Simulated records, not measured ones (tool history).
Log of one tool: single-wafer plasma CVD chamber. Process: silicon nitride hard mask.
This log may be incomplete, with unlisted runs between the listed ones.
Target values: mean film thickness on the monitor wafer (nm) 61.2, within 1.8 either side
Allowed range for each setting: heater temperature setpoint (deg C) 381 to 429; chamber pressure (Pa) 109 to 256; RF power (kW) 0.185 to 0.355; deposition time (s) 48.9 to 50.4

run,hour,heater temperature setpoint (deg C),chamber pressure (Pa),RF power (kW),deposition time (s),mean film thickness on the monitor wafer (nm)
1,0,405,183,0.27,48.9,49.849
2,3.8,405,183,0.3,48.9,55.167
3,10.4,396,183,0.3,48.9,55.469
4,13.8,386,183,0.3,48.9,55.619
5,18.9,396,183,0.3,48.9,55.172
6,20.1,401,183,0.3,48.9,55.059
7,24.2,401,189,0.305,48.9,56.603
8,27.3,401,195,0.305,48.9,57.268
9,33.1,401,199,0.305,48.9,57.177
10,37.6,401,199,0.305,48.9,57.059
11,45.2,401,201,0.31,48.9,58.689
12,48.4,401,204,0.31,48.9,58.635
13,50.9,401,207,0.31,48.9,58.994

Below are 4 possible settings for the next run. Only one of them brings all results inside the allowed miss of their targets. Which is it?
A,53.4,404,211,0.29,48.9,?
B,53.4,401,205,0.305,49.1,?
C,53.4,387,213,0.305,50.4,?
D,53.4,397,216,0.29,48.9,?

move,mean film thickness on the monitor wafer (nm)
A,55.705
B,58.13
C,60.641
D,56.256
A: the biggest miss grows against the last run
B: the biggest miss grows against the last run
C: all results land within tolerance of their targets
D: the biggest miss grows against the last run
The move that meets every target is C.

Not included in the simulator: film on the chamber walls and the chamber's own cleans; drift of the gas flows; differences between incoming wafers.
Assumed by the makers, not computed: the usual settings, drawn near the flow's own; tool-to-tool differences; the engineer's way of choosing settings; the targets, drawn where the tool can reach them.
